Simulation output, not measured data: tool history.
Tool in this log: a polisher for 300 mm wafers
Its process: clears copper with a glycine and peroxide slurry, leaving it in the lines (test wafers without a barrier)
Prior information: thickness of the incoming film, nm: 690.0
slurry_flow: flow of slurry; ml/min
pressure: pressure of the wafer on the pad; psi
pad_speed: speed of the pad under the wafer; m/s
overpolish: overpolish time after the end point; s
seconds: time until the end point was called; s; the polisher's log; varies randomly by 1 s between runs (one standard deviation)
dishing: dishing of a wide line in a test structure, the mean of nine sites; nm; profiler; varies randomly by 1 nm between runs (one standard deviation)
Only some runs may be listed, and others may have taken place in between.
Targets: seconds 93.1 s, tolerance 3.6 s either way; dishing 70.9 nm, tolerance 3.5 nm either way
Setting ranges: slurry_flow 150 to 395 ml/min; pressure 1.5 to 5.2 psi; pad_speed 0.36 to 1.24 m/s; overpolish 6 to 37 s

{"run": 1, "hour": 0.0, "slurry_flow": 250, "pressure": 3.3, "pad_speed": 0.8, "overpolish": 19, "seconds": 119.5, "dishing": 62.96}
{"run": 2, "hour": 1.9, "slurry_flow": 250, "pressure": 3.3, "pad_speed": 0.98, "overpolish": 19, "seconds": 103.49, "dishing": 66.431}
{"run": 3, "hour": 9.8, "slurry_flow": 250, "pressure": 3.4, "pad_speed": 0.98, "overpolish": 19, "seconds": 100.32, "dishing": 66.873}
{"run": 4, "hour": 16.1, "slurry_flow": 250, "pressure": 3.4, "pad_speed": 0.78, "overpolish": 19, "seconds": 118.19, "dishing": 59.562}
{"run": 5, "hour": 17.3, "slurry_flow": 250, "pressure": 2.7, "pad_speed": 0.78, "overpolish": 19, "seconds": 139.18, "dishing": 53.561}
{"run": 6, "hour": 19.5, "slurry_flow": 290, "pressure": 2.7, "pad_speed": 0.78, "overpolish": 19, "seconds": 141.36, "dishing": 53.168}
{"run": 7, "hour": 25.5, "slurry_flow": 290, "pressure": 3.2, "pad_speed": 0.8, "overpolish": 19, "seconds": 120.55, "dishing": 58.706}
{"run": 8, "hour": 27.1, "slurry_flow": 290, "pressure": 3.5, "pad_speed": 0.8, "overpolish": 19, "seconds": 114.76, "dishing": 65.895}
{"run": 9, "hour": 31.7, "slurry_flow": 300, "pressure": 4.3, "pad_speed": 0.88, "overpolish": 13, "seconds": 90.823, "dishing": 58.114}
{"run": 10, "hour": 36.5, "slurry_flow": 300, "pressure": 4.3, "pad_speed": 0.86, "overpolish": 15, "seconds": 88.42, "dishing": 63.58}
{"run": 11, "hour": 42.7, "slurry_flow": 300, "pressure": 4.2, "pad_speed": 0.86, "overpolish": 16, "seconds": 92.295, "dishing": 65.118}

Exactly one of the 5 candidate moves below puts every result within its allowed miss. Which one?
{"run": "A", "hour": 48.9, "slurry_flow": 385, "pressure": 4.2, "pad_speed": 0.8, "overpolish": 23, "seconds": "?", "dishing": "?"}
{"run": "B", "hour": 48.9, "slurry_flow": 290, "pressure": 4, "pad_speed": 0.84, "overpolish": 14, "seconds": "?", "dishing": "?"}
{"run": "C", "hour": 48.9, "slurry_flow": 395, "pressure": 4.9, "pad_speed": 0.72, "overpolish": 13, "seconds": "?", "dishing": "?"}
{"run": "D", "hour": 48.9, "slurry_flow": 300, "pressure": 4.5, "pad_speed": 0.78, "overpolish": 14, "seconds": "?", "dishing": "?"}
{"run": "E", "hour": 48.9, "slurry_flow": 345, "pressure": 4, "pad_speed": 0.88, "overpolish": 18, "seconds": "?", "dishing": "?"}

move=A seconds=95.278 dishing=81.859
move=B seconds=98.083 dishing=58.416
move=C seconds=89.677 dishing=60.073
move=D seconds=93.158 dishing=61.181
move=E seconds=93.618 dishing=71.094
A: moves the result that the last run missed by most past its target, out the other side
B: lands further from the targets than the last run did
C: lands further from the targets than the last run did
D: lands further from the targets than the last run did
E: in spec on every target
The move that meets every target is E.
